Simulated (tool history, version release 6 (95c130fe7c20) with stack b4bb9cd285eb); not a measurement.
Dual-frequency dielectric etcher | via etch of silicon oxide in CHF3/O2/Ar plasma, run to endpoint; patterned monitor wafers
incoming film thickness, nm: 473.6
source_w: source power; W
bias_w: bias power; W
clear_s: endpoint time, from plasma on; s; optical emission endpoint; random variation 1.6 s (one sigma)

run 1 day=0.000 | source_w=780 bias_w=170 | clear_s=219.40
run 2 day=0.125 | source_w=720 bias_w=164 | clear_s=227.73
run 3 day=0.483 | source_w=670 bias_w=158 | clear_s=239.50
run 4 day=0.650 | source_w=730 bias_w=158 | clear_s=228.71
-- day=0.725 source power generator calibrated
run 5 day=0.725 | source_w=810 bias_w=158 | clear_s=217.65
run 6 day=0.779 | source_w=810 bias_w=175 | clear_s=211.24
run 7 day=0.879 | source_w=650 bias_w=141 | clear_s=246.37
run 8 day=1.179 | source_w=630 bias_w=140 | clear_s=253.86
run 9 day=1.375 | source_w=620 bias_w=139 | clear_s=252.12

Run 10 comes next. What will it give?
run 10 day=1.638 | source_w=610 bias_w=138 | clear_s=?

Run 10 gave clear_s 257.67 s.
